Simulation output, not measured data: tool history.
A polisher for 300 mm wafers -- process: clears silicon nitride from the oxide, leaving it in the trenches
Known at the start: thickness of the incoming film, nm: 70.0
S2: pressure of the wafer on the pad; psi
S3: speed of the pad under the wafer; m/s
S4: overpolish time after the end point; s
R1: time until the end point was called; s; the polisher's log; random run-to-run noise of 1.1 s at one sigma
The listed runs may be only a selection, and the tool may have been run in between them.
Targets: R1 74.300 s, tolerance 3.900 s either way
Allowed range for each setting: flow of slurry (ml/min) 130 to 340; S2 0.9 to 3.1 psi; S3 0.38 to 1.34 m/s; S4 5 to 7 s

Run 1, day 0.000: flow of slurry (ml/min) 220, S2 2.0 psi, S3 0.86 m/s, S4 7 s. Result: R1 121.450 s.
Run 2, day 0.050: flow of slurry (ml/min) 220, S2 2.2 psi, S3 0.86 m/s, S4 7 s. Result: R1 110.320 s.
Run 3, day 0.112: flow of slurry (ml/min) 220, S2 2.4 psi, S3 0.86 m/s, S4 7 s. Result: R1 100.640 s.
Run 4, day 0.479: flow of slurry (ml/min) 220, S2 2.5 psi, S3 0.86 m/s, S4 7 s. Result: R1 99.490 s.
Run 5, day 0.692: flow of slurry (ml/min) 245, S2 2.5 psi, S3 0.86 m/s, S4 7 s. Result: R1 95.812 s.
Run 6, day 0.967: flow of slurry (ml/min) 245, S2 2.5 psi, S3 0.70 m/s, S4 7 s. Result: R1 114.560 s.
Run 7, day 1.075: flow of slurry (ml/min) 245, S2 2.6 psi, S3 0.74 m/s, S4 7 s. Result: R1 105.000 s.
Run 8, day 1.429: flow of slurry (ml/min) 245, S2 2.7 psi, S3 0.76 m/s, S4 7 s. Result: R1 98.051 s.
Run 9, day 1.512: flow of slurry (ml/min) 245, S2 2.8 psi, S3 0.78 m/s, S4 7 s. Result: R1 93.086 s.
Run 10, day 1.700: flow of slurry (ml/min) 245, S2 2.9 psi, S3 0.80 m/s, S4 7 s. Result: R1 89.781 s.
Run 11, day 1.879: flow of slurry (ml/min) 245, S2 2.9 psi, S3 0.82 m/s, S4 7 s. Result: R1 87.395 s.
Run 12, day 2.154: flow of slurry (ml/min) 245, S2 2.9 psi, S3 0.84 m/s, S4 7 s. Result: R1 86.814 s.
Run 13, day 2.471: flow of slurry (ml/min) 245, S2 2.9 psi, S3 0.86 m/s, S4 7 s. Result: R1 85.005 s.
Run 14, day 2.521: flow of slurry (ml/min) 245, S2 2.9 psi, S3 0.88 m/s, S4 7 s. Result: R1 83.020 s.
Run 15, day 2.675: flow of slurry (ml/min) 245, S2 2.9 psi, S3 0.88 m/s, S4 7 s. Result: R1 80.553 s.
Run 16, day 2.904: flow of slurry (ml/min) 250, S2 3.0 psi, S3 0.88 m/s, S4 7 s. Result: R1 77.890 s.

Which single option among these 4 for the next run brings every result within its allowed miss of target? Just one does.
Run A, day 3.133: flow of slurry (ml/min) 280, S2 3.0 psi, S3 0.94 m/s, S4 5 s. Result: R1 ?.
Run B, day 3.133: flow of slurry (ml/min) 290, S2 2.5 psi, S3 1.04 m/s, S4 7 s. Result: R1 ?.
Run C, day 3.133: flow of slurry (ml/min) 280, S2 2.9 psi, S3 0.80 m/s, S4 7 s. Result: R1 ?.
Run D, day 3.133: flow of slurry (ml/min) 240, S2 2.7 psi, S3 0.88 m/s, S4 7 s. Result: R1 ?.

move      R1
   A  73.315
   B  80.017
   C  86.776
   D  87.677
A: all results in spec
B: lands further from the targets than the last run did
C: lands further from the targets than the last run did
D: lands further from the targets than the last run did
So the answer is move A, the one that meets all the targets.
